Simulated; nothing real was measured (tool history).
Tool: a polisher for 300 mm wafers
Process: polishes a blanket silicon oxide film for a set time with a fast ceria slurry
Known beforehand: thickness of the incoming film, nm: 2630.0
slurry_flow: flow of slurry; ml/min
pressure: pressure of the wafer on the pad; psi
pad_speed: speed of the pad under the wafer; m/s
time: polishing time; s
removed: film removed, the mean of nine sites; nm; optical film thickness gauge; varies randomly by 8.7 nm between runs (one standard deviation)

run,hour,slurry_flow,pressure,pad_speed,time,removed
1,0.0,175,2.2,1.1,72,1061.50
2,7.7,175,1.9,1.1,72,913.75
3,15.9,175,1.7,1.1,72,834.66
4,19.8,175,1.6,1.1,72,792.86
5,22.8,200,1.6,1.1,72,809.22
6,27.4,175,1.6,1.1,72,799.05

What will run 7 give?
7,30.9,175,1.5,1.1,72,?

{"run 7": {"removed": 746.16}}
